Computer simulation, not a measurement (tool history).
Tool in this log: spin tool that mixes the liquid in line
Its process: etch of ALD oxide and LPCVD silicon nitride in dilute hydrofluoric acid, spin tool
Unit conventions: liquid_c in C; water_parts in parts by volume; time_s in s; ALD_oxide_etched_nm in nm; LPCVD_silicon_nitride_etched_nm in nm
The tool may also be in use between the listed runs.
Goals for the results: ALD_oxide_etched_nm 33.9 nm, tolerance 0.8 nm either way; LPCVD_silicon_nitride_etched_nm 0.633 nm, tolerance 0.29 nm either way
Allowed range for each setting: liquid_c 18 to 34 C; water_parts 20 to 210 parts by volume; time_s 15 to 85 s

run,hour,liquid_c,water_parts,time_s,ALD_oxide_etched_nm,LPCVD_silicon_nitride_etched_nm
1,0,26,115,45,13.739,0.28728
2,4.1,27,105,45,15.929,0.35314
3,4.6,28,95,45,18.491,0.40522
4,10.6,29,90,45,20.09,0.37228
5,16.6,29.5,85,45,22.057,0.48939
6,25.4,30,80,45,24.081,0.49477
7,32.9,30.5,80,45,24.383,0.50252
8,41.8,30.5,80,45,24.299,0.56996
9,49.9,31,75,45,27.084,0.52311
10,54,31.5,75,45,26.856,0.64198
11,61.5,31,45,45,46.824,0.8695
# hour 67.5: hydrofluoric acid flow meter replaced
12,67.5,31,50,45,38.333,0.84043
13,74.1,30.5,50,45,37.483,0.8071
14,77.4,30,50,45,36.722,0.68251

Of the 4 settings listed for the next run, only one would bring every result within its allowed miss of target. Which one?
A,80.7,31,65,50,?,?
B,80.7,29,55,45,?,?
C,80.7,28.5,60,65,?,?
D,80.7,25.5,60,60,?,?

move,ALD_oxide_etched_nm,LPCVD_silicon_nitride_etched_nm
A,31.988,0.72783
B,31.958,0.68027
C,41.186,0.87274
D,33.735,0.66168
A: the result that was furthest off in the last run now lies on the other side of its target
B: the result that was furthest off in the last run now lies on the other side of its target
C: lands further from the targets than the last run did
D: all results in spec
So the answer is move D, the one that meets all the targets.
